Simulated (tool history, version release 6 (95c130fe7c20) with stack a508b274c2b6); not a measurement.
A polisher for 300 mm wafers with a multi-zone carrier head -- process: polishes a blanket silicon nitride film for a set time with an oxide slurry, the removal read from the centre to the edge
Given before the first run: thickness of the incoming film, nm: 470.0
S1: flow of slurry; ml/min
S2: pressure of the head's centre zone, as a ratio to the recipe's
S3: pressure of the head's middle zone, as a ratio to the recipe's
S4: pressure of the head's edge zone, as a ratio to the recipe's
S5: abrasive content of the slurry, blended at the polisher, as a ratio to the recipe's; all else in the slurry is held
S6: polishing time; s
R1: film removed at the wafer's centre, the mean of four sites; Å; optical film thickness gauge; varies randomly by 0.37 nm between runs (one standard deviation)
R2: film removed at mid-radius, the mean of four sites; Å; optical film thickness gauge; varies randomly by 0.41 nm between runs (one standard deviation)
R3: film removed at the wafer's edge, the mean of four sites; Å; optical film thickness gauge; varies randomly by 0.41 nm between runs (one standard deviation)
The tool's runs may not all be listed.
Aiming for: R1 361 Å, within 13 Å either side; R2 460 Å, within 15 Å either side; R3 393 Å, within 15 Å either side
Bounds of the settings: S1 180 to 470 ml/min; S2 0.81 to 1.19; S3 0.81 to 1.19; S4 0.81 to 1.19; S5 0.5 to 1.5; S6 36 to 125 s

run 1 hour=0 | S1=300 S2=1 S3=1 S4=1 S5=1 S6=80 | R1=450.86 R2=449.99 R3=434.86
run 2 hour=3.7 | S1=300 S2=1.07 S3=1 S4=1 S5=1 S6=80 | R1=488.69 R2=449.16 R3=429.67
run 3 hour=6.3 | S1=295 S2=1.01 S3=1.02 S4=0.97 S5=0.95 S6=80 | R1=446.79 R2=451.31 R3=425.04
run 4 hour=12.6 | S1=295 S2=0.94 S3=1.02 S4=0.97 S5=0.95 S6=80 | R1=420.85 R2=445.29 R3=419.05
run 5 hour=16.7 | S1=295 S2=0.94 S3=1.02 S4=0.97 S5=0.85 S6=80 | R1=400.79 R2=418.41 R3=397.92
run 6 hour=17.2 | S1=295 S2=0.91 S3=1.05 S4=0.96 S5=0.85 S6=80 | R1=385.29 R2=434.06 R3=407.47
run 7 hour=18 | S1=295 S2=0.9 S3=1.07 S4=0.93 S5=0.85 S6=80 | R1=377.36 R2=443.26 R3=397.17
run 8 hour=22.3 | S1=295 S2=0.89 S3=1.08 S4=0.92 S5=0.85 S6=80 | R1=377.88 R2=450.71 R3=391.94

Consider the 5 candidate settings below. Which is the only one whose results all fall within their allowed miss of target?
run A hour=26.6 | S1=260 S2=0.94 S3=1.03 S4=0.93 S5=0.7 S6=87 | R1=? R2=? R3=?
run B hour=26.6 | S1=305 S2=0.91 S3=1.04 S4=0.9 S5=0.85 S6=80 | R1=? R2=? R3=?
run C hour=26.6 | S1=325 S2=0.83 S3=1.07 S4=0.88 S5=1 S6=77 | R1=? R2=? R3=?
run D hour=26.6 | S1=295 S2=0.93 S3=1.02 S4=0.91 S5=0.6 S6=95 | R1=? R2=? R3=?
run E hour=26.6 | S1=375 S2=0.92 S3=1.05 S4=0.93 S5=1.05 S6=74 | R1=? R2=? R3=?

move=A R1=393.52 R2=425.79 R3=389.53
move=B R1=387.83 R2=436.59 R3=388.8
move=C R1=366.46 R2=463.63 R3=398.09
move=D R1=400.05 R2=433.52 R3=394.88
move=E R1=403.1 R2=451.69 R3=403.59
A: its largest miss is bigger than the last run's
B: its largest miss is bigger than the last run's
C: each result inside its tolerance
D: its largest miss is bigger than the last run's
E: its largest miss is bigger than the last run's
The right move is C.
